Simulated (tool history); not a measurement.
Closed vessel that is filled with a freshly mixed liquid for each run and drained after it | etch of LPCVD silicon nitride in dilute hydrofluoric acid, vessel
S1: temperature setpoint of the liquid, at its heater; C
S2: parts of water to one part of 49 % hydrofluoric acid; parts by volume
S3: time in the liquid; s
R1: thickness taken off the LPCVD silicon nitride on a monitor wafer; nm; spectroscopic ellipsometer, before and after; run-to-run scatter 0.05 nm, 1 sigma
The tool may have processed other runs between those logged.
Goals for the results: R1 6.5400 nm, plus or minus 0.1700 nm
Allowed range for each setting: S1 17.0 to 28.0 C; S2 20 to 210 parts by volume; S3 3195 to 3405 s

Run 1, hour 0.0: S1 20.0 C, S2 115 parts by volume, S3 3195 s. Result: R1 11.3170 nm.
Run 2, hour 4.5: S1 19.5 C, S2 120 parts by volume, S3 3195 s. Result: R1 10.4080 nm.
Run 3, hour 6.3: S1 19.5 C, S2 90 parts by volume, S3 3195 s. Result: R1 13.8570 nm.
Run 4, hour 8.8: S1 17.0 C, S2 90 parts by volume, S3 3195 s. Result: R1 11.5460 nm.
Run 5, hour 16.7: S1 17.0 C, S2 100 parts by volume, S3 3195 s. Result: R1 10.5900 nm.
Run 6, hour 21.2: S1 17.0 C, S2 100 parts by volume, S3 3405 s. Result: R1 11.3720 nm.
Run 7, hour 28.2: S1 17.0 C, S2 110 parts by volume, S3 3405 s. Result: R1 10.3780 nm.
Run 8, hour 30.1: S1 17.0 C, S2 120 parts by volume, S3 3405 s. Result: R1 9.3794 nm.
Run 9, hour 39.5: S1 17.0 C, S2 125 parts by volume, S3 3405 s. Result: R1 9.1261 nm.
Run 10, hour 45.1: S1 17.0 C, S2 130 parts by volume, S3 3405 s. Result: R1 8.7890 nm.
Run 11, hour 47.1: S1 17.0 C, S2 135 parts by volume, S3 3405 s. Result: R1 8.5238 nm.
Run 12, hour 53.9: S1 17.0 C, S2 140 parts by volume, S3 3405 s. Result: R1 8.2128 nm.
Run 13, hour 60.0: S1 17.0 C, S2 145 parts by volume, S3 3405 s. Result: R1 7.7954 nm.

Which single option among these 5 for the next run brings every result within its allowed miss of target? Just one does.
Run A, hour 66.1: S1 17.0 C, S2 155 parts by volume, S3 3215 s. Result: R1 ?.
Run B, hour 66.1: S1 17.5 C, S2 195 parts by volume, S3 3405 s. Result: R1 ?.
Run C, hour 66.1: S1 17.0 C, S2 130 parts by volume, S3 3345 s. Result: R1 ?.
Run D, hour 66.1: S1 18.5 C, S2 185 parts by volume, S3 3260 s. Result: R1 ?.
Run E, hour 66.1: S1 17.5 C, S2 170 parts by volume, S3 3320 s. Result: R1 ?.

move      R1
   A  7.0547
   B  6.1981
   C  8.6966
   D  6.6759
   E  6.8960
A: moves toward the targets from the last run without getting all of them in spec
B: moves the result that the last run missed by most past its target, out the other side
C: lands further from the targets than the last run did
D: every result within its allowed miss
E: moves toward the targets from the last run without getting all of them in spec
Go with D: it meets all targets.
